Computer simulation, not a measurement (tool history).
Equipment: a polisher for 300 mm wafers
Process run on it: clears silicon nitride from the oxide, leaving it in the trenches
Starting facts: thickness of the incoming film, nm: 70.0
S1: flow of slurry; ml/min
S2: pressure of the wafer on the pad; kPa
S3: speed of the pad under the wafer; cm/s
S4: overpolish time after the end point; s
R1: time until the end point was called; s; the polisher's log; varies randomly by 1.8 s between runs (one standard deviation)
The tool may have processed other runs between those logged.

| run | day | S1 | S2 | S3 | S4 | R1 |
|---|---|---|---|---|---|---|
| 1 | 0.000 | 130 | 20.7 | 86 | 24 | 83.334 |
| 2 | 0.092 | 130 | 20.7 | 96 | 24 | 75.884 |
| 3 | 0.200 | 130 | 20.0 | 96 | 24 | 73.896 |
| 4 | 0.242 | 140 | 20.0 | 96 | 24 | 76.806 |
| 5 | 0.596 | 140 | 20.0 | 112 | 24 | 64.387 |
| 6 | 0.900 | 140 | 20.0 | 112 | 24 | 64.920 |

Run 7 is up next; what results do you expect?
| 7 | 1.175 | 140 | 18.6 | 110 | 24 | ? |

For run 7 the tool returned R1 72.391 s.

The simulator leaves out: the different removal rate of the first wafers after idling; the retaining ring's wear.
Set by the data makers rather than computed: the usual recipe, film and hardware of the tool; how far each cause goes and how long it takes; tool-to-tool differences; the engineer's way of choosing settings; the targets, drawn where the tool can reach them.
